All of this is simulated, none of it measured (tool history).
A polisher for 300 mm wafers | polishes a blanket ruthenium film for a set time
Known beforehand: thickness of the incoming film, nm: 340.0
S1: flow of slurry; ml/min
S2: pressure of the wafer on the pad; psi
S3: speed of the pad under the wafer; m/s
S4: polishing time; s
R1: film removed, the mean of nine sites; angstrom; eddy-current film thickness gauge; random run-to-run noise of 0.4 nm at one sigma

run  hour   S1   S2    S3  S4      R1
  1   0.0  120  2.7  1.30  35  579.17
  2   6.5  120  2.7  1.18  35  533.18
  3  14.7  120  2.7  1.38  35  596.60
  4  15.9  120  2.7  1.38  31  522.65
  5  22.5  120  2.7  1.22  31  486.66
  6  29.1  115  2.6  1.22  31  460.54
  7  30.2  110  2.6  1.22  31  463.81
  8  32.4  110  2.5  1.22  31  445.87

Predict the results of run 9:
  9  35.2  100  2.3  1.22  31   ?

{"run 9": {"R1": 411.98}}
